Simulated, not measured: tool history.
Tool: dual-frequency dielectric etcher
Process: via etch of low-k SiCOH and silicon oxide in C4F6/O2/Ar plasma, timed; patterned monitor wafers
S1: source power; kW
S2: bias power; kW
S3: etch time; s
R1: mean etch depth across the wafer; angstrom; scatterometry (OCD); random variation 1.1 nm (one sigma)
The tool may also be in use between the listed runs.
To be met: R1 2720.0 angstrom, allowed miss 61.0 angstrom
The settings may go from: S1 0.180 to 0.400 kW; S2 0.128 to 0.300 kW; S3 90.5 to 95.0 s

{"run": 1, "hour": 0.0, "S1": 0.29, "S2": 0.214, "S3": 90.5, "R1": 2464.7}
{"run": 2, "hour": 4.7, "S1": 0.32, "S2": 0.214, "S3": 90.5, "R1": 2545.1}
{"run": 3, "hour": 6.6, "S1": 0.32, "S2": 0.215, "S3": 90.5, "R1": 2562.8}
{"run": 4, "hour": 15.1, "S1": 0.32, "S2": 0.216, "S3": 90.5, "R1": 2555.5}
{"run": 5, "hour": 19.9, "S1": 0.32, "S2": 0.19, "S3": 90.5, "R1": 2454.7}
{"run": 6, "hour": 20.6, "S1": 0.32, "S2": 0.19, "S3": 90.5, "R1": 2479.0}
{"run": 7, "hour": 23.8, "S1": 0.33, "S2": 0.192, "S3": 90.5, "R1": 2514.5}
{"run": 8, "hour": 32.2, "S1": 0.34, "S2": 0.193, "S3": 90.5, "R1": 2555.6}
{"run": 9, "hour": 37.2, "S1": 0.34, "S2": 0.194, "S3": 90.5, "R1": 2533.5}
{"run": 10, "hour": 40.7, "S1": 0.34, "S2": 0.196, "S3": 90.5, "R1": 2565.3}

Which of these 5 next moves meets every target?
{"run": "A", "hour": 44.2, "S1": 0.36, "S2": 0.165, "S3": 95.0, "R1": "?"}
{"run": "B", "hour": 44.2, "S1": 0.35, "S2": 0.19, "S3": 90.5, "R1": "?"}
{"run": "C", "hour": 44.2, "S1": 0.33, "S2": 0.197, "S3": 93.5, "R1": "?"}
{"run": "D", "hour": 44.2, "S1": 0.34, "S2": 0.195, "S3": 91.0, "R1": "?"}
{"run": "E", "hour": 44.2, "S1": 0.36, "S2": 0.216, "S3": 91.5, "R1": "?"}

move=A R1=2610.6
move=B R1=2553.7
move=C R1=2608.2
move=D R1=2558.9
move=E R1=2701.4
A: nearer than the last run, and not there yet
B: further off than the last run
C: nearer than the last run, and not there yet
D: as far off as the last run
E: meets every target
Answer: E
